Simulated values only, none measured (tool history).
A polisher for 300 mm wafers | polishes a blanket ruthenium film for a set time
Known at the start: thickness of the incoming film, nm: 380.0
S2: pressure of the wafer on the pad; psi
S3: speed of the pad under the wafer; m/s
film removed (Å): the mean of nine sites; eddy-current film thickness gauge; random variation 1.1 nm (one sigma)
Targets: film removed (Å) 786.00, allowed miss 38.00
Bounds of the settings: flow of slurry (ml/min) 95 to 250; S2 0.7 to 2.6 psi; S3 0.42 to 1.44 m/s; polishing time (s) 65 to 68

Run 1, hour 0.0: flow of slurry (ml/min) 160, S2 1.6 psi, S3 0.92 m/s, polishing time (s) 65. Result: film removed (Å) 475.20.
Run 2, hour 6.8: flow of slurry (ml/min) 160, S2 1.7 psi, S3 0.92 m/s, polishing time (s) 65. Result: film removed (Å) 493.34.
Run 3, hour 11.3: flow of slurry (ml/min) 160, S2 1.8 psi, S3 0.92 m/s, polishing time (s) 65. Result: film removed (Å) 533.02.
Run 4, hour 11.9: flow of slurry (ml/min) 160, S2 1.9 psi, S3 0.92 m/s, polishing time (s) 65. Result: film removed (Å) 542.03.
Run 5, hour 16.0: flow of slurry (ml/min) 160, S2 1.9 psi, S3 0.92 m/s, polishing time (s) 68. Result: film removed (Å) 568.14.
Run 6, hour 20.7: flow of slurry (ml/min) 120, S2 1.9 psi, S3 0.92 m/s, polishing time (s) 68. Result: film removed (Å) 549.57.
Run 7, hour 27.5: flow of slurry (ml/min) 120, S2 2.0 psi, S3 0.92 m/s, polishing time (s) 68. Result: film removed (Å) 578.92.
Run 8, hour 33.5: flow of slurry (ml/min) 120, S2 2.1 psi, S3 0.92 m/s, polishing time (s) 68. Result: film removed (Å) 582.18.
Run 9, hour 36.2: flow of slurry (ml/min) 125, S2 2.2 psi, S3 0.94 m/s, polishing time (s) 68. Result: film removed (Å) 633.88.

Which of these 5 next moves meets every target?
Run A, hour 38.9: flow of slurry (ml/min) 145, S2 2.2 psi, S3 1.26 m/s, polishing time (s) 68. Result: film removed (Å) ?.
Run B, hour 38.9: flow of slurry (ml/min) 110, S2 2.3 psi, S3 1.04 m/s, polishing time (s) 67. Result: film removed (Å) ?.
Run C, hour 38.9: flow of slurry (ml/min) 130, S2 2.1 psi, S3 0.92 m/s, polishing time (s) 65. Result: film removed (Å) ?.
Run D, hour 38.9: flow of slurry (ml/min) 105, S2 2.2 psi, S3 1.22 m/s, polishing time (s) 68. Result: film removed (Å) ?.
Run E, hour 38.9: flow of slurry (ml/min) 130, S2 2.6 psi, S3 1.12 m/s, polishing time (s) 68. Result: film removed (Å) ?.

move  film removed (Å)
   A            864.87
   B            688.53
   C            571.18
   D            775.33
   E            872.15
A: takes the result that was furthest off past its target
B: nearer than the last run, and not there yet
C: further off than the last run
D: meets every target
E: takes the result that was furthest off past its target
Move D is the one to make.

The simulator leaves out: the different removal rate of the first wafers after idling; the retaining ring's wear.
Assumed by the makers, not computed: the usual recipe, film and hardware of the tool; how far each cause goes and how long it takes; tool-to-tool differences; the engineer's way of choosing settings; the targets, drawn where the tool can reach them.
